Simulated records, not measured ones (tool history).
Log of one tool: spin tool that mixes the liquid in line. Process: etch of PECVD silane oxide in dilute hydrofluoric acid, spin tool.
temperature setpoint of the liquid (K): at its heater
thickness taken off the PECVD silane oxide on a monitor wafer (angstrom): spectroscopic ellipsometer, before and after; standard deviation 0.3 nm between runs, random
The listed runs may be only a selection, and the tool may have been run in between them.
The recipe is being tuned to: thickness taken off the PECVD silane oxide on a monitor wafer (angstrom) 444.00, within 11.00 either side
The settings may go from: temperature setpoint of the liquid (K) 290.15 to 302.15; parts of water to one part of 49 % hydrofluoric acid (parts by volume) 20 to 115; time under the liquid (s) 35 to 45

run  hour  temperature setpoint of the liquid (K)  parts of water to one part of 49 % hydrofluoric acid (parts by volume)  time under the liquid (s)  thickness taken off the PECVD silane oxide on a monitor wafer (angstrom)
  1   0.0                                  294.15                                                                      65                         45                                                                    216.84
  2   3.1                                  296.15                                                                      60                         45                                                                    257.43
  3  11.2                                  296.15                                                                      75                         45                                                                    199.70
  4  15.7                                  296.15                                                                      75                         45                                                                    204.19
  5  23.1                                  297.65                                                                      65                         45                                                                    251.69
  6  30.9                                  297.65                                                                      65                         35                                                                    194.89
  7  32.1                                  297.65                                                                      65                         35                                                                    192.78
  8  38.8                                  298.65                                                                      55                         40                                                                    276.63
  9  42.8                                  299.65                                                                      50                         40                                                                    323.46
     47.2  -- thermometer replaced
 10  47.2                                  300.15                                                                      45                         40                                                                    334.82
 11  54.9                                  300.65                                                                      40                         40                                                                    386.99
 12  58.7                                  301.15                                                                      40                         40                                                                    397.72
 13  66.4                                  301.65                                                                      35                         40                                                                    459.87

Consider the 4 candidate settings below. Which is the only one whose results all fall within their allowed miss of target?
  A  74.1                                  302.15                                                                      30                         35                                                                         ?
  B  74.1                                  299.65                                                                      30                         35                                                                         ?
  C  74.1                                  302.15                                                                      35                         40                                                                         ?
  D  74.1                                  302.15                                                                      40                         45                                                                         ?

move  thickness taken off the PECVD silane oxide on a monitor wafer (angstrom)
   A                                                                    490.95
   B                                                                    443.45
   C                                                                    477.25
   D                                                                    466.22
A: its largest miss is bigger than the last run's
B: every result within its allowed miss
C: its largest miss is bigger than the last run's
D: its largest miss is bigger than the last run's
The move that meets every target is B.

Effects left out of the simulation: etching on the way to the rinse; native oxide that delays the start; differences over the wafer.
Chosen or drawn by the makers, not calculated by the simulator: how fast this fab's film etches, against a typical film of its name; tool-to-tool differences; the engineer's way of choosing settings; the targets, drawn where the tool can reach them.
